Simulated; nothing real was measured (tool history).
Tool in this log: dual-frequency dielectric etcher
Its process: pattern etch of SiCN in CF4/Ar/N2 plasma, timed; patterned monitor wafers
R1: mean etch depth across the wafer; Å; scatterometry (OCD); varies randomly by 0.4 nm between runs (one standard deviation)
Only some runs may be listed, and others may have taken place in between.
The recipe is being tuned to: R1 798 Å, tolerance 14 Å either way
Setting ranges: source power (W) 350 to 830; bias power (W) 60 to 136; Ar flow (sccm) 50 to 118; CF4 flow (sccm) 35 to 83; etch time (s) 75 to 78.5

{"run": 1, "hour": 0.0, "source power (W)": 590, "bias power (W)": 98, "Ar flow (sccm)": 84, "CF4 flow (sccm)": 59, "etch time (s)": 75, "R1": 1022}
{"run": 2, "hour": 8.1, "source power (W)": 590, "bias power (W)": 98, "Ar flow (sccm)": 84, "CF4 flow (sccm)": 55, "etch time (s)": 75, "R1": 1013.7}
{"run": 3, "hour": 15.2, "source power (W)": 540, "bias power (W)": 97, "Ar flow (sccm)": 84, "CF4 flow (sccm)": 55, "etch time (s)": 75, "R1": 936.18}
{"run": 4, "hour": 22.3, "source power (W)": 510, "bias power (W)": 97, "Ar flow (sccm)": 84, "CF4 flow (sccm)": 55, "etch time (s)": 75, "R1": 885.7}
{"run": 5, "hour": 23.7, "source power (W)": 510, "bias power (W)": 97, "Ar flow (sccm)": 77, "CF4 flow (sccm)": 55, "etch time (s)": 75, "R1": 891.45}
{"run": 6, "hour": 28.4, "source power (W)": 490, "bias power (W)": 97, "Ar flow (sccm)": 77, "CF4 flow (sccm)": 55, "etch time (s)": 75, "R1": 859.46}
{"run": 7, "hour": 34.2, "source power (W)": 480, "bias power (W)": 97, "Ar flow (sccm)": 77, "CF4 flow (sccm)": 55, "etch time (s)": 75, "R1": 839.47}
{"run": 8, "hour": 40.4, "source power (W)": 470, "bias power (W)": 97, "Ar flow (sccm)": 77, "CF4 flow (sccm)": 55, "etch time (s)": 75, "R1": 827.55}

Exactly one of the 5 candidate moves below puts every result within its allowed miss. Which one?
{"run": "A", "hour": 46.6, "source power (W)": 470, "bias power (W)": 102, "Ar flow (sccm)": 76, "CF4 flow (sccm)": 58, "etch time (s)": 75, "R1": "?"}
{"run": "B", "hour": 46.6, "source power (W)": 480, "bias power (W)": 98, "Ar flow (sccm)": 86, "CF4 flow (sccm)": 49, "etch time (s)": 78.5, "R1": "?"}
{"run": "C", "hour": 46.6, "source power (W)": 450, "bias power (W)": 88, "Ar flow (sccm)": 64, "CF4 flow (sccm)": 73, "etch time (s)": 78.5, "R1": "?"}
{"run": "D", "hour": 46.6, "source power (W)": 400, "bias power (W)": 109, "Ar flow (sccm)": 89, "CF4 flow (sccm)": 69, "etch time (s)": 78.5, "R1": "?"}
{"run": "E", "hour": 46.6, "source power (W)": 470, "bias power (W)": 101, "Ar flow (sccm)": 80, "CF4 flow (sccm)": 51, "etch time (s)": 76, "R1": "?"}

move=A R1=856.76
move=B R1=866.75
move=C R1=823.68
move=D R1=799
move=E R1=848.6
A: its largest miss is bigger than the last run's
B: its largest miss is bigger than the last run's
C: closer than the last run, but not yet in spec
D: every result within its allowed miss
E: its largest miss is bigger than the last run's
So the answer is move D, the one that meets all the targets.
